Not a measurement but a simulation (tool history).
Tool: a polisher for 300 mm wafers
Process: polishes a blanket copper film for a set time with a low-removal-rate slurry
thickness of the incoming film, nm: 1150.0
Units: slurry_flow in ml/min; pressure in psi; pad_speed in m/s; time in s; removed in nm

Run 1, hour 0: slurry_flow 130 ml/min, pressure 3.3 psi, pad_speed 1.32 m/s, slurry_solids 1, time 41 s. Result: removed 151.93 nm.
Run 2, hour 7.3: slurry_flow 130 ml/min, pressure 3.1 psi, pad_speed 1.32 m/s, slurry_solids 1, time 41 s. Result: removed 147.07 nm.
Run 3, hour 13.6: slurry_flow 130 ml/min, pressure 2.9 psi, pad_speed 1.32 m/s, slurry_solids 1, time 41 s. Result: removed 134.62 nm.
Run 4, hour 20.9: slurry_flow 130 ml/min, pressure 2.8 psi, pad_speed 1.32 m/s, slurry_solids 1, time 41 s. Result: removed 133.8 nm.
Run 5, hour 22.9: slurry_flow 130 ml/min, pressure 2.8 psi, pad_speed 1.32 m/s, slurry_solids 1.1, time 41 s. Result: removed 134.18 nm.
Run 6, hour 25.6: slurry_flow 130 ml/min, pressure 2.7 psi, pad_speed 1.32 m/s, slurry_solids 1.1, time 41 s. Result: removed 130.68 nm.
Run 7, hour 28.5: slurry_flow 130 ml/min, pressure 2.6 psi, pad_speed 1.32 m/s, slurry_solids 1.1, time 41 s. Result: removed 124.63 nm.
Run 8, hour 29.2: slurry_flow 130 ml/min, pressure 2.5 psi, pad_speed 1.32 m/s, slurry_solids 1.1, time 41 s. Result: removed 120.54 nm.

The next listed run, before its measurement:
Run 9, hour 38.1: slurry_flow 130 ml/min, pressure 2.4 psi, pad_speed 1.32 m/s, slurry_solids 1.1, time 41 s. Result: removed ?.

{"run 9": {"removed": 115.96}}
